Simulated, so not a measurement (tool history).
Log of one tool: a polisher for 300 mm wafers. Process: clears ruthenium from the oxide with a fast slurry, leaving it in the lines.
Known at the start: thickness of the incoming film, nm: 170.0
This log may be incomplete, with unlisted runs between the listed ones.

run,day,flow of slurry (ml/min),pressure of the wafer on the pad (kPa),speed of the pad under the wafer (m/s),abrasive content of the slurry,overpolish time after the end point (s),time until the end point was called (s),dishing of a wide line in a test structure (angstrom)
1,0.000,170,13.8,0.98,1.00,24,52.653,573.19
2,0.046,170,13.8,0.98,1.00,28,52.777,657.43
3,0.371,170,10.3,0.98,1.00,28,69.540,528.42
4,0.654,135,10.3,0.98,1.00,28,70.127,501.60
5,0.962,135,10.3,0.80,1.00,28,86.337,431.80
6,1.038,135,10.3,0.80,1.10,28,85.283,456.16
7,1.133,140,13.1,0.82,1.15,29,62.582,588.74
8,1.183,145,15.2,0.82,1.15,30,54.456,686.90
9,1.329,150,16.5,0.84,1.15,31,46.761,753.24
10,1.608,155,17.2,0.84,1.15,32,45.550,823.96
11,1.954,165,21.4,0.98,1.15,32,33.444,1031.10
12,1.988,165,21.4,1.00,1.15,33,31.407,1039.40
13,2.246,165,21.4,1.00,1.15,33,32.873,1078.30

Expected results for the next run?
14,2.412,165,21.4,1.02,1.15,33,?,?

{"run 14": {"time until the end point was called (s)": 32.289, "dishing of a wide line in a test structure (angstrom)": 1069.1}}

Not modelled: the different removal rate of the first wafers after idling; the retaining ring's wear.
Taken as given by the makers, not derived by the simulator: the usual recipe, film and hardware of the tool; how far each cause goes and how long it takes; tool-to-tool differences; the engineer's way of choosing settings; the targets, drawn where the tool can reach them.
